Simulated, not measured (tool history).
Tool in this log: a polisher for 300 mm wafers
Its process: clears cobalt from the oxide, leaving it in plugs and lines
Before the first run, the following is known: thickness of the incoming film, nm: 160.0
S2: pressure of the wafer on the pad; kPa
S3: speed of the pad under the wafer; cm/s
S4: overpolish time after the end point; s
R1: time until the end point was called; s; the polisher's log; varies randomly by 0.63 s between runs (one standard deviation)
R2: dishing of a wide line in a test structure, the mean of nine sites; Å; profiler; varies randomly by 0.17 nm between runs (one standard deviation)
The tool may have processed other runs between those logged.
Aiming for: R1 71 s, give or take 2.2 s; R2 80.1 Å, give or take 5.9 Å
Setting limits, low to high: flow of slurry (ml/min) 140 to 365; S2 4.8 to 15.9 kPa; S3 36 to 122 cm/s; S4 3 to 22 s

Run 1, day 0: flow of slurry (ml/min) 235, S2 10.3 kPa, S3 78 cm/s, S4 11 s. Result: R1 43.805 s, R2 133.81 Å.
Run 2, day 0.238: flow of slurry (ml/min) 235, S2 10.3 kPa, S3 96 cm/s, S4 11 s. Result: R1 36.676 s, R2 137.35 Å.
Run 3, day 0.55: flow of slurry (ml/min) 235, S2 10.3 kPa, S3 96 cm/s, S4 14 s. Result: R1 36.73 s, R2 153.1 Å.
Run 4, day 0.629: flow of slurry (ml/min) 205, S2 10.3 kPa, S3 96 cm/s, S4 14 s. Result: R1 37.312 s, R2 147.71 Å.
Run 5, day 0.942: flow of slurry (ml/min) 195, S2 9.7 kPa, S3 94 cm/s, S4 12 s. Result: R1 40.513 s, R2 144.38 Å.
Run 6, day 1.304: flow of slurry (ml/min) 240, S2 9.7 kPa, S3 94 cm/s, S4 12 s. Result: R1 38.432 s, R2 143.78 Å.
Run 7, day 1.567: flow of slurry (ml/min) 225, S2 9.7 kPa, S3 84 cm/s, S4 10 s. Result: R1 43.763 s, R2 132.97 Å.
Run 8, day 1.708: flow of slurry (ml/min) 225, S2 9.7 kPa, S3 84 cm/s, S4 10 s. Result: R1 43.673 s, R2 135.85 Å.
Run 9, day 1.821: flow of slurry (ml/min) 235, S2 9.7 kPa, S3 76 cm/s, S4 9 s. Result: R1 47.874 s, R2 122.71 Å.
Run 10, day 2.108: flow of slurry (ml/min) 300, S2 6.9 kPa, S3 64 cm/s, S4 3 s. Result: R1 64.893 s, R2 49.604 Å.
At day 2.467: slurry nozzle cleaned.
Run 11, day 2.467: flow of slurry (ml/min) 280, S2 6.9 kPa, S3 64 cm/s, S4 3 s. Result: R1 62.507 s, R2 53.751 Å.
Run 12, day 2.696: flow of slurry (ml/min) 265, S2 6.9 kPa, S3 64 cm/s, S4 4 s. Result: R1 62.352 s, R2 64.49 Å.
Run 13, day 2.9: flow of slurry (ml/min) 260, S2 6.9 kPa, S3 64 cm/s, S4 5 s. Result: R1 62.608 s, R2 76.501 Å.
Run 14, day 3.267: flow of slurry (ml/min) 260, S2 5.5 kPa, S3 64 cm/s, S4 5 s. Result: R1 70.642 s, R2 69.699 Å.
Run 15, day 3.346: flow of slurry (ml/min) 255, S2 5.5 kPa, S3 64 cm/s, S4 5 s. Result: R1 69.972 s, R2 71.593 Å.
Run 16, day 3.492: flow of slurry (ml/min) 250, S2 5.5 kPa, S3 64 cm/s, S4 5 s. Result: R1 70.606 s, R2 71.718 Å.
Run 17, day 3.675: flow of slurry (ml/min) 245, S2 5.5 kPa, S3 64 cm/s, S4 5 s. Result: R1 70.6 s, R2 68.303 Å.
Run 18, day 4: flow of slurry (ml/min) 240, S2 5.5 kPa, S3 64 cm/s, S4 5 s. Result: R1 70.463 s, R2 71.784 Å.
Run 19, day 4.158: flow of slurry (ml/min) 235, S2 5.5 kPa, S3 64 cm/s, S4 5 s. Result: R1 71.838 s, R2 69.668 Å.
Run 20, day 4.212: flow of slurry (ml/min) 255, S2 5.5 kPa, S3 64 cm/s, S4 11 s. Result: R1 69.748 s, R2 117.1 Å.

Which one of the following 5 next-run settings gets every result inside its allowed miss? There is exactly one.
Run A, day 4.267: flow of slurry (ml/min) 280, S2 6.2 kPa, S3 60 cm/s, S4 8 s. Result: R1 ?, R2 ?.
Run B, day 4.267: flow of slurry (ml/min) 225, S2 4.8 kPa, S3 72 cm/s, S4 8 s. Result: R1 ?, R2 ?.
Run C, day 4.267: flow of slurry (ml/min) 285, S2 6.2 kPa, S3 62 cm/s, S4 8 s. Result: R1 ?, R2 ?.
Run D, day 4.267: flow of slurry (ml/min) 245, S2 4.8 kPa, S3 72 cm/s, S4 7 s. Result: R1 ?, R2 ?.
Run E, day 4.267: flow of slurry (ml/min) 325, S2 7.6 kPa, S3 50 cm/s, S4 6 s. Result: R1 ?, R2 ?.

move      R1      R2
   A  68.614  97.299
   B  68.306  97.506
   C  66.607  98.969
   D  67.586  90.415
   E  70.412  79.533
A: nearer the targets than the last run, but a result is still out of spec
B: nearer the targets than the last run, but a result is still out of spec
C: nearer the targets than the last run, but a result is still out of spec
D: nearer the targets than the last run, but a result is still out of spec
E: all results in spec
The right move is E.

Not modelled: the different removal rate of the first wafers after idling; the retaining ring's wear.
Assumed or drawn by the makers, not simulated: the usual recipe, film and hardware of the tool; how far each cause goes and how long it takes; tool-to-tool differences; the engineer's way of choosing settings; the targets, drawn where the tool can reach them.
